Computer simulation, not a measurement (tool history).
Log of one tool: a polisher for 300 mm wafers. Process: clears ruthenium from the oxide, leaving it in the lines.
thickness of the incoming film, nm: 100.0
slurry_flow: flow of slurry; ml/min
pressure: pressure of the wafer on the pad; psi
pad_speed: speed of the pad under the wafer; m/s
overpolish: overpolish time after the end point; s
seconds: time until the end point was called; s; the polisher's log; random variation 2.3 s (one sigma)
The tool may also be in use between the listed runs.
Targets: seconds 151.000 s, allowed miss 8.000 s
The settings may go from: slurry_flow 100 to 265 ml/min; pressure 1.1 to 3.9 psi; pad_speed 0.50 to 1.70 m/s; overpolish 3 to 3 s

{"run": 1, "hour": 0.0, "slurry_flow": 170, "pressure": 2.5, "pad_speed": 1.1, "overpolish": 3, "seconds": 59.218}
{"run": 2, "hour": 8.4, "slurry_flow": 170, "pressure": 2.5, "pad_speed": 0.94, "overpolish": 3, "seconds": 67.869}
{"run": 3, "hour": 15.1, "slurry_flow": 170, "pressure": 2.5, "pad_speed": 0.94, "overpolish": 3, "seconds": 68.089}
{"run": 4, "hour": 21.9, "slurry_flow": 170, "pressure": 2.2, "pad_speed": 0.88, "overpolish": 3, "seconds": 84.057}
{"run": 5, "hour": 27.7, "slurry_flow": 170, "pressure": 2.0, "pad_speed": 0.86, "overpolish": 3, "seconds": 93.53}
{"run": 6, "hour": 30.0, "slurry_flow": 170, "pressure": 1.5, "pad_speed": 0.86, "overpolish": 3, "seconds": 121.82}
{"run": 7, "hour": 33.0, "slurry_flow": 170, "pressure": 1.4, "pad_speed": 0.86, "overpolish": 3, "seconds": 129.52}
{"run": 8, "hour": 41.5, "slurry_flow": 170, "pressure": 1.3, "pad_speed": 0.86, "overpolish": 3, "seconds": 137.85}
{"run": 9, "hour": 42.3, "slurry_flow": 170, "pressure": 1.1, "pad_speed": 0.86, "overpolish": 3, "seconds": 161.55}

Which of these 4 next moves meets every target?
{"run": "A", "hour": 43.1, "slurry_flow": 175, "pressure": 1.3, "pad_speed": 0.9, "overpolish": 3, "seconds": "?"}
{"run": "B", "hour": 43.1, "slurry_flow": 255, "pressure": 1.3, "pad_speed": 0.74, "overpolish": 3, "seconds": "?"}
{"run": "C", "hour": 43.1, "slurry_flow": 135, "pressure": 1.2, "pad_speed": 0.8, "overpolish": 3, "seconds": "?"}
{"run": "D", "hour": 43.1, "slurry_flow": 165, "pressure": 1.1, "pad_speed": 0.78, "overpolish": 3, "seconds": "?"}

move=A seconds=134.660
move=B seconds=155.450
move=C seconds=169.010
move=D seconds=182.230
A: takes the result that was furthest off past its target
B: meets every target
C: further off than the last run
D: further off than the last run
The right move is B.
